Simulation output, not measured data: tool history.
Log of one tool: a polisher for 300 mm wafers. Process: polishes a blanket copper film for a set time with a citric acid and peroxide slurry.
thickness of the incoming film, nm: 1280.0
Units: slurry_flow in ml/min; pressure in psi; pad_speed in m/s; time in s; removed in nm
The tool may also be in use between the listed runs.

run,hour,slurry_flow,pressure,pad_speed,slurry_solids,time,removed
1,0.0,175,2.3,1.16,1.0,77,122.96
2,4.0,175,2.8,1.16,1.0,77,147.04
3,11.5,175,2.7,1.16,1.0,77,140.41
4,12.9,175,2.6,1.16,1.0,77,137.76
5,15.4,175,2.9,1.16,1.0,77,152.03
6,21.4,175,2.7,1.16,1.0,77,140.49

Forecast run 7:
7,24.5,175,2.6,1.16,1.0,77,?

{"run 7": {"removed": 135.22}}
